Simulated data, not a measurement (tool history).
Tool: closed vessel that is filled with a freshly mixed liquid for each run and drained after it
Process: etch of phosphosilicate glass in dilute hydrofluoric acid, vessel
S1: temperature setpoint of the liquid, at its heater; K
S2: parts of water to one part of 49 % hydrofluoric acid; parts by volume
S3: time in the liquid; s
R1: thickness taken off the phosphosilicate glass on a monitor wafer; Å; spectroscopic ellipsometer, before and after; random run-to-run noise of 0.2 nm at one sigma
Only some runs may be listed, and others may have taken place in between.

run	hour	S1	S2	S3	R1
1	0	293.15	95	100	482.37
2	3.3	293.15	95	100	476.92
3	11.6	292.15	105	100	413.06
4	14.2	295.65	105	100	470.43
5	17.3	294.15	110	100	419.6
# hour 25.2: hydrofluoric acid flow meter replaced
6	25.2	293.15	115	100	417.65
7	26.9	292.15	125	100	358.61

Run 8 is up next; what results do you expect?
8	35.2	291.65	130	100	?

Run 8 came out at R1 339.55 Å.

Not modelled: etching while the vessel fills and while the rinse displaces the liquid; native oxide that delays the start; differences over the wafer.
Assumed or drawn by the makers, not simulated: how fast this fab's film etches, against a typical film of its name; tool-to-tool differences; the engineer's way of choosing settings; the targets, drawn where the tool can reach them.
